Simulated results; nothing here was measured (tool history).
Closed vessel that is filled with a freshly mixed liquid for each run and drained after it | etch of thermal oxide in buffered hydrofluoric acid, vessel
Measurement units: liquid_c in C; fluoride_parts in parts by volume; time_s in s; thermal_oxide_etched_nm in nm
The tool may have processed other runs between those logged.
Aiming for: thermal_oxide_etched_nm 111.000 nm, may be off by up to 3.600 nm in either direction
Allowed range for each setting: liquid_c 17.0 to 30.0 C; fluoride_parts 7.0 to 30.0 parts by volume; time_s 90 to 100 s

| run | hour | liquid_c | fluoride_parts | time_s | thermal_oxide_etched_nm |
|---|---|---|---|---|---|
| 1 | 0.0 | 22.0 | 20.0 | 90 | 45.644 |
| 2 | 2.4 | 19.5 | 20.0 | 90 | 40.136 |
| 3 | 7.8 | 22.5 | 16.5 | 90 | 56.826 |
| 4 | 9.5 | 22.5 | 16.5 | 90 | 56.401 |
| 5 | 17.8 | 22.5 | 16.5 | 90 | 57.159 |
| 6 | 22.3 | 20.5 | 16.5 | 90 | 51.833 |
| 7 | 25.6 | 23.0 | 15.0 | 90 | 65.023 |
| 8 | 27.7 | 25.0 | 14.0 | 90 | 76.759 |
| 9 | 33.5 | 26.5 | 13.5 | 90 | 85.835 |
| 10 | 35.1 | 27.5 | 13.0 | 90 | 94.793 |

Which of these 5 next moves meets every target?
| A | 36.7 | 28.0 | 12.0 | 95 | ? |
| B | 36.7 | 30.0 | 15.0 | 100 | ? |
| C | 36.7 | 26.0 | 9.5 | 95 | ? |
| D | 36.7 | 28.5 | 13.5 | 95 | ? |
| E | 36.7 | 29.0 | 12.5 | 100 | ? |

| move | thermal_oxide_etched_nm |
|---|---|
| A | 109.400 |
| B | 102.890 |
| C | 121.260 |
| D | 100.120 |
| E | 116.680 |
A: hits every target within its allowed miss
B: moves toward the targets from the last run without getting all of them in spec
C: pushes the last run's worst result past its target
D: moves toward the targets from the last run without getting all of them in spec
E: pushes the last run's worst result past its target
Move A is the one to make.
